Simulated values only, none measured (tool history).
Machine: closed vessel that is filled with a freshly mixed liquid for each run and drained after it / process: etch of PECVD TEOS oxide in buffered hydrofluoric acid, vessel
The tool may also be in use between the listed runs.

run,hour,temperature setpoint of the liquid (C),parts of 40 % ammonium fluoride to one part of 49 % hydrofluoric acid (parts by volume),time in the liquid (s),thickness taken off the PECVD TEOS oxide on a monitor wafer (angstrom)
1,0.0,22.0,14.5,30,213.70
2,3.3,24.5,12.5,30,289.75
3,8.3,26.5,12.5,30,319.43
4,16.4,27.5,11.5,30,369.93
5,17.6,27.5,9.0,30,457.48
6,25.4,30.0,9.0,30,521.35

What does the tool deliver on the next run?
7,30.7,29.5,9.0,30,?

thickness taken off the PECVD TEOS oxide on a monitor wafer (angstrom): 506.55
